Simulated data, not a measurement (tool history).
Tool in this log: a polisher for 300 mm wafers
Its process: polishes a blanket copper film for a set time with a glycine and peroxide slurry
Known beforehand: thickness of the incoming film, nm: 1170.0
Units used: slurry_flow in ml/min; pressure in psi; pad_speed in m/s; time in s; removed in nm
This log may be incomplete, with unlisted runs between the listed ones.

run  hour  slurry_flow  pressure  pad_speed  time  removed
  1     0          270       2.7       1.06    51   300.98
  2   8.6          270       2.5       1.06    51      287
  3  13.8          230       2.5       1.06    51   283.54
  4  18.9          230       2.5       1.16    51   305.39
  5  26.3          230       2.5       1.16    54   312.95
  6    32          230       2.3       1.16    54   303.32
  7  36.7          230       2.1       1.14    54   282.98
  8  41.5          230         2       1.14    54    273.9
  9  45.4          230       1.9       1.14    54   263.48
 10  48.4          230       1.8       1.14    54   256.91

The next listed run, before its measurement:
 11  50.7          230       1.3       1.12    54        ?

{"run 11": {"removed": 209.9}}

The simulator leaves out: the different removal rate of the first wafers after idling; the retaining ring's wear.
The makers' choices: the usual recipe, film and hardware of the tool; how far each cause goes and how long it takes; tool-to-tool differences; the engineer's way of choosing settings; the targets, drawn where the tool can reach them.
